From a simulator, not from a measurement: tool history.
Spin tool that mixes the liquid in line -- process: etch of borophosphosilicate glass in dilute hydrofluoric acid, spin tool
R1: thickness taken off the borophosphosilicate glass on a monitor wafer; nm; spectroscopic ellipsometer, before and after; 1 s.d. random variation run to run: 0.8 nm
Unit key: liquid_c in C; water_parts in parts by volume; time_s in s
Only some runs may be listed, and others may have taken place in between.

Run 1, hour 0.0: liquid_c 23.0 C, water_parts 95 parts by volume, time_s 190 s. Result: R1 63.904 nm.
Run 2, hour 1.6: liquid_c 23.0 C, water_parts 110 parts by volume, time_s 190 s. Result: R1 54.223 nm.
Run 3, hour 5.8: liquid_c 23.0 C, water_parts 110 parts by volume, time_s 200 s. Result: R1 57.687 nm.
Run 4, hour 11.9: liquid_c 23.0 C, water_parts 140 parts by volume, time_s 200 s. Result: R1 43.137 nm.
Run 5, hour 14.5: liquid_c 24.5 C, water_parts 130 parts by volume, time_s 200 s. Result: R1 50.511 nm.
Run 6, hour 22.1: liquid_c 22.5 C, water_parts 130 parts by volume, time_s 200 s. Result: R1 46.845 nm.
Run 7, hour 26.6: liquid_c 24.0 C, water_parts 120 parts by volume, time_s 200 s. Result: R1 53.727 nm.
Run 8, hour 28.1: liquid_c 25.0 C, water_parts 110 parts by volume, time_s 200 s. Result: R1 61.526 nm.
Run 9, hour 36.2: liquid_c 26.0 C, water_parts 100 parts by volume, time_s 200 s. Result: R1 71.111 nm.
Run 10, hour 41.5: liquid_c 27.0 C, water_parts 95 parts by volume, time_s 200 s. Result: R1 78.551 nm.
Run 11, hour 44.5: liquid_c 27.5 C, water_parts 90 parts by volume, time_s 200 s. Result: R1 85.520 nm.
Run 12, hour 47.4: liquid_c 28.0 C, water_parts 90 parts by volume, time_s 200 s. Result: R1 86.908 nm.
Run 13, hour 50.1: liquid_c 28.5 C, water_parts 90 parts by volume, time_s 200 s. Result: R1 88.340 nm.
Run 14, hour 54.2: liquid_c 29.0 C, water_parts 90 parts by volume, time_s 200 s. Result: R1 90.456 nm.
Run 15, hour 59.3: liquid_c 29.5 C, water_parts 90 parts by volume, time_s 200 s. Result: R1 91.688 nm.

What will run 16 give?
Run 16, hour 61.7: liquid_c 30.0 C, water_parts 90 parts by volume, time_s 200 s. Result: R1 ?.

Run 16 produced R1 94.300 nm.
